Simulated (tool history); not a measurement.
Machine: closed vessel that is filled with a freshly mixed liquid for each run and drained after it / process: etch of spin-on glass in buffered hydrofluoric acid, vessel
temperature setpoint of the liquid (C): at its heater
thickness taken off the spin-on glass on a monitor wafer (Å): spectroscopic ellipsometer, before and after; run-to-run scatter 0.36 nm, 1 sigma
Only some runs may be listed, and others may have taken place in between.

run,day,temperature setpoint of the liquid (C),parts of 40 % ammonium fluoride to one part of 49 % hydrofluoric acid (parts by volume),time in the liquid (s),thickness taken off the spin-on glass on a monitor wafer (Å)
1,0,22,10.5,30,474.37
2,0.292,21.5,10.5,30,474.97
3,0.421,21,10.5,30,453.65
4,0.483,21,8.5,30,541.42
5,0.625,20.5,8.5,30,523.43
6,0.796,20,8.5,30,515.58
7,1.025,19.5,8.5,30,496.83

Predict the results of run 8:
8,1.412,19,8.5,30,?

thickness taken off the spin-on glass on a monitor wafer (Å): 483.1
